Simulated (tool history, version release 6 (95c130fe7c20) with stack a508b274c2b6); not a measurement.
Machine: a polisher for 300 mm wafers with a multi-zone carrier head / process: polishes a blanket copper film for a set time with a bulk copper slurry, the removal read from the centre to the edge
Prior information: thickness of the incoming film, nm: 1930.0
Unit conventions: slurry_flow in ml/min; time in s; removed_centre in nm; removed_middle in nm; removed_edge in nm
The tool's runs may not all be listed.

run 1 day=0.000 | slurry_flow=300 centre_zone=1.00 middle_zone=1.00 edge_zone=1.00 slurry_solids=1.00 time=51 | removed_centre=363.10 removed_middle=362.67 removed_edge=375.75
run 2 day=0.329 | slurry_flow=300 centre_zone=1.00 middle_zone=1.00 edge_zone=1.00 slurry_solids=1.00 time=57 | removed_centre=401.77 removed_middle=403.18 removed_edge=410.56
run 3 day=0.558 | slurry_flow=300 centre_zone=1.00 middle_zone=1.00 edge_zone=1.00 slurry_solids=0.80 time=57 | removed_centre=382.34 removed_middle=383.00 removed_edge=398.83
run 4 day=0.600 | slurry_flow=300 centre_zone=1.01 middle_zone=0.98 edge_zone=1.03 slurry_solids=0.90 time=58 | removed_centre=405.15 removed_middle=395.14 removed_edge=415.81
run 5 day=0.817 | slurry_flow=300 centre_zone=1.06 middle_zone=0.98 edge_zone=1.03 slurry_solids=0.90 time=58 | removed_centre=429.54 removed_middle=395.02 removed_edge=418.55
run 6 day=1.125 | slurry_flow=300 centre_zone=1.06 middle_zone=0.96 edge_zone=1.05 slurry_solids=1.00 time=59 | removed_centre=435.13 removed_middle=400.76 removed_edge=430.54
run 7 day=1.208 | slurry_flow=300 centre_zone=1.07 middle_zone=0.94 edge_zone=1.07 slurry_solids=1.05 time=60 | removed_centre=454.78 removed_middle=408.41 removed_edge=451.20

Predict the results of run 8:
run 8 day=1.271 | slurry_flow=305 centre_zone=1.08 middle_zone=0.93 edge_zone=1.09 slurry_solids=1.10 time=61 | removed_centre=? removed_middle=? removed_edge=?

For run 8 the tool returned removed_centre 468.66 nm, removed_middle 413.56 nm, removed_edge 471.89 nm.

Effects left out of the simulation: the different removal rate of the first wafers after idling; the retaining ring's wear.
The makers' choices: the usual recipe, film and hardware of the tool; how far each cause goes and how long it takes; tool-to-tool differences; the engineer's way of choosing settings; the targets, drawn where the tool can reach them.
